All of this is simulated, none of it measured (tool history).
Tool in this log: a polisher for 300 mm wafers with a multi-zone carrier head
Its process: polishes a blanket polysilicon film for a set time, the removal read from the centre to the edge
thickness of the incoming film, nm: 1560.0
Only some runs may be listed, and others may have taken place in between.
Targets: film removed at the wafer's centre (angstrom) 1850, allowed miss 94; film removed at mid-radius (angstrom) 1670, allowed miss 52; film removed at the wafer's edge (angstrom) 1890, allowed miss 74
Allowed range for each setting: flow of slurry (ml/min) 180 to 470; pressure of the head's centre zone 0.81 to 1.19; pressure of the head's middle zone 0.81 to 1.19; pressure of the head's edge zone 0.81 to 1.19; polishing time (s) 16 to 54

run	hour	flow of slurry (ml/min)	pressure of the head's centre zone	pressure of the head's middle zone	pressure of the head's edge zone	polishing time (s)	film removed at the wafer's centre (angstrom)	film removed at mid-radius (angstrom)	film removed at the wafer's edge (angstrom)
1	0	300	1	1	1	35	1260.3	1259.2	1267.8
2	8.5	300	1	1	1	31	1106.4	1082.5	1109.6
3	13.2	300	1	1	1	27	965.96	947.61	971.58
4	19.4	300	1	0.93	1	27	967.31	905.95	968.73
5	26.2	300	1	0.89	1	27	983.51	867.92	968.36
6	34	300	1.01	0.9	1.03	31	1090	1009.1	1124.2
7	36	345	1.11	0.92	1.13	41	1640.5	1388.8	1576.9
8	42.2	345	1.1	0.93	1.14	42	1732	1414	1625.3
9	50.6	340	1.07	0.95	1.14	43	1703.4	1481.7	1695.5
10	53.9	340	1.07	0.96	1.15	44	1702.1	1507.4	1743.7

Below are 4 possible settings for the next run. Only one of them brings all results inside the allowed miss of their targets. Which is it?
A	57.2	425	0.94	1.07	1.01	44	?	?	?
B	57.2	380	1.11	1	1.07	46	?	?	?
C	57.2	305	1.1	1.13	1.03	45	?	?	?
D	57.2	235	1.06	0.95	1.11	51	?	?	?

move	film removed at the wafer's centre (angstrom)	film removed at mid-radius (angstrom)	film removed at the wafer's edge (angstrom)
A	1528.1	1729	1641.2
B	1870.2	1690.5	1755.1
C	1774.1	1798.3	1655.5
D	1866.5	1703.4	1905.1
A: moves the result that the last run missed by most past its target, out the other side
B: brings the result that was furthest off to its target, and leaves another outside
C: moves the result that the last run missed by most past its target, out the other side
D: every result within its allowed miss
D meets every target.
